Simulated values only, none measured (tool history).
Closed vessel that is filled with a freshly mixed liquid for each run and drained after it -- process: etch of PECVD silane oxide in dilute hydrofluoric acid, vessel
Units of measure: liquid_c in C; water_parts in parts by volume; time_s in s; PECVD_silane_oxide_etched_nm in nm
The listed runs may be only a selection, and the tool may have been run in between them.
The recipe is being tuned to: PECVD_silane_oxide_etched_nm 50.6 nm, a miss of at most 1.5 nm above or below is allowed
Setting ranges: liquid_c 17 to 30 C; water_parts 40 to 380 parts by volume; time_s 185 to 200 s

run	hour	liquid_c	water_parts	time_s	PECVD_silane_oxide_etched_nm
1	0	22	210	185	21.937
2	6.2	24	180	185	28.407
3	14.7	24	135	185	39.965
4	21.9	24	65	185	89.359
5	26.5	24	65	185	89.012
6	33.2	21	65	185	80.437
7	34.6	20	75	185	64.978
8	37.1	19	80	185	58.399
9	45.1	18.5	80	185	57.324
10	51.8	18	80	185	55.265
11	54	17.5	80	185	55.6

Below are 4 possible settings for the next run. Only one of them brings all results inside the allowed miss of their targets. Which is it?
A	56.2	23	90	200	?
B	56.2	22.5	115	195	?
C	56.2	17	75	190	?
D	56.2	17	85	185	?

move	PECVD_silane_oxide_etched_nm
A	66.363
B	48.183
C	59.986
D	50.987
A: the biggest miss grows against the last run
B: takes the result that was furthest off past its target
C: the biggest miss grows against the last run
D: in spec on every target
The right move is D.
